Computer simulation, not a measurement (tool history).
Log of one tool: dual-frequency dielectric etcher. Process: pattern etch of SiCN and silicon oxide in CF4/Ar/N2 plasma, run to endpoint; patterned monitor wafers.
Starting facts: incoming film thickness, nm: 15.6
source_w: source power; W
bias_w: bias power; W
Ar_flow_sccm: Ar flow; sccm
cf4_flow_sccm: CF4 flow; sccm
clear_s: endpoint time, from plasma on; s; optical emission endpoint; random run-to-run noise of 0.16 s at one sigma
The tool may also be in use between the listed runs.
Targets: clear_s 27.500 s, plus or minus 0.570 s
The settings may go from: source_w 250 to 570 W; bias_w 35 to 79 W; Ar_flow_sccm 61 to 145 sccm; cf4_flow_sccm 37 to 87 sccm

Run 1, hour 0.0: source_w 410 W, bias_w 57 W, Ar_flow_sccm 103 sccm, cf4_flow_sccm 62 sccm. Result: clear_s 24.714 s.
Run 2, hour 2.9: source_w 410 W, bias_w 57 W, Ar_flow_sccm 88 sccm, cf4_flow_sccm 62 sccm. Result: clear_s 24.042 s.
Run 3, hour 7.4: source_w 410 W, bias_w 57 W, Ar_flow_sccm 105 sccm, cf4_flow_sccm 62 sccm. Result: clear_s 24.790 s.
Run 4, hour 9.0: source_w 400 W, bias_w 57 W, Ar_flow_sccm 105 sccm, cf4_flow_sccm 62 sccm. Result: clear_s 25.284 s.
Run 5, hour 16.5: source_w 450 W, bias_w 57 W, Ar_flow_sccm 105 sccm, cf4_flow_sccm 62 sccm. Result: clear_s 22.763 s.
Run 6, hour 18.9: source_w 440 W, bias_w 57 W, Ar_flow_sccm 105 sccm, cf4_flow_sccm 62 sccm. Result: clear_s 23.315 s.
Run 7, hour 24.7: source_w 430 W, bias_w 57 W, Ar_flow_sccm 105 sccm, cf4_flow_sccm 62 sccm. Result: clear_s 23.787 s.
Run 8, hour 26.7: source_w 420 W, bias_w 57 W, Ar_flow_sccm 105 sccm, cf4_flow_sccm 62 sccm. Result: clear_s 24.481 s.
Run 9, hour 34.4: source_w 410 W, bias_w 57 W, Ar_flow_sccm 105 sccm, cf4_flow_sccm 62 sccm. Result: clear_s 24.616 s.
Run 10, hour 41.5: source_w 400 W, bias_w 57 W, Ar_flow_sccm 105 sccm, cf4_flow_sccm 62 sccm. Result: clear_s 25.479 s.

Exactly one of the 5 candidate moves below puts every result within its allowed miss. Which one?
Run A, hour 48.6: source_w 400 W, bias_w 62 W, Ar_flow_sccm 86 sccm, cf4_flow_sccm 45 sccm. Result: clear_s ?.
Run B, hour 48.6: source_w 380 W, bias_w 74 W, Ar_flow_sccm 130 sccm, cf4_flow_sccm 60 sccm. Result: clear_s ?.
Run C, hour 48.6: source_w 360 W, bias_w 66 W, Ar_flow_sccm 112 sccm, cf4_flow_sccm 60 sccm. Result: clear_s ?.
Run D, hour 48.6: source_w 380 W, bias_w 59 W, Ar_flow_sccm 108 sccm, cf4_flow_sccm 62 sccm. Result: clear_s ?.
Run E, hour 48.6: source_w 360 W, bias_w 60 W, Ar_flow_sccm 135 sccm, cf4_flow_sccm 61 sccm. Result: clear_s ?.

move  clear_s
   A   26.074
   B   25.997
   C   27.445
   D   26.481
   E   28.820
A: an improvement on the last run, though not all results are within tolerance
B: an improvement on the last run, though not all results are within tolerance
C: meets every target
D: an improvement on the last run, though not all results are within tolerance
E: pushes the last run's worst result past its target
The move that meets every target is C.
